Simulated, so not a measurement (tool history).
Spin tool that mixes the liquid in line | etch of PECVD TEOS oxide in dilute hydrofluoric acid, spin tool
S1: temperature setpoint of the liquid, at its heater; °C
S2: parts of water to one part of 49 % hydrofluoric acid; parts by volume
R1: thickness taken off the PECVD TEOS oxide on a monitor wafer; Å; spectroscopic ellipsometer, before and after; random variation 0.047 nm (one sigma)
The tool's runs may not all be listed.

Run 1, hour 0.0: S1 23.0 °C, S2 245 parts by volume, time under the liquid (s) 310. Result: R1 122.640 Å.
Run 2, hour 1.0: S1 21.0 °C, S2 245 parts by volume, time under the liquid (s) 310. Result: R1 114.210 Å.
Run 3, hour 5.2: S1 21.0 °C, S2 330 parts by volume, time under the liquid (s) 310. Result: R1 78.225 Å.
Run 4, hour 9.1: S1 21.0 °C, S2 410 parts by volume, time under the liquid (s) 310. Result: R1 58.567 Å.
Run 5, hour 15.9: S1 23.0 °C, S2 380 parts by volume, time under the liquid (s) 310. Result: R1 69.675 Å.
Run 6, hour 18.9: S1 23.0 °C, S2 345 parts by volume, time under the liquid (s) 310. Result: R1 79.083 Å.
Run 7, hour 21.2: S1 24.5 °C, S2 325 parts by volume, time under the liquid (s) 310. Result: R1 90.268 Å.
Run 8, hour 23.9: S1 25.5 °C, S2 310 parts by volume, time under the liquid (s) 310. Result: R1 99.595 Å.
Run 9, hour 27.4: S1 26.5 °C, S2 300 parts by volume, time under the liquid (s) 310. Result: R1 107.280 Å.

The next listed run, before its measurement:
Run 10, hour 32.0: S1 27.5 °C, S2 290 parts by volume, time under the liquid (s) 310. Result: R1 ?.

{"run 10": {"R1": 115.89}}

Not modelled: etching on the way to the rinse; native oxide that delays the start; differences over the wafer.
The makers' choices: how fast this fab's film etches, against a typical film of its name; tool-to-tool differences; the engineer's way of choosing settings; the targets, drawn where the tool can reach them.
